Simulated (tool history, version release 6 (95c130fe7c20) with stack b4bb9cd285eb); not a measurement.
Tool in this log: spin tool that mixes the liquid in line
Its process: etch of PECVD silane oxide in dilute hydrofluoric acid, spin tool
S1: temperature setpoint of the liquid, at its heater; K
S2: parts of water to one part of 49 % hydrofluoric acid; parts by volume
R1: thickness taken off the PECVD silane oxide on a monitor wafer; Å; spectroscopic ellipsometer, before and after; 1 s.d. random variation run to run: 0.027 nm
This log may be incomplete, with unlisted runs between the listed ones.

run 1 hour=0.0 | S1=298.15 S2=160 time_under_the_liquid_(s)=15 | R1=30.527
run 2 hour=2.4 | S1=297.15 S2=160 time_under_the_liquid_(s)=15 | R1=29.434
run 3 hour=4.9 | S1=297.15 S2=215 time_under_the_liquid_(s)=15 | R1=20.686
run 4 hour=11.3 | S1=299.65 S2=215 time_under_the_liquid_(s)=15 | R1=22.866
run 5 hour=15.1 | S1=297.65 S2=215 time_under_the_liquid_(s)=15 | R1=21.116
run 6 hour=17.9 | S1=297.65 S2=215 time_under_the_liquid_(s)=15 | R1=21.311

What will run 7 give?
run 7 hour=19.6 | S1=300.15 S2=195 time_under_the_liquid_(s)=15 | R1=?

R1: 25.898 Å
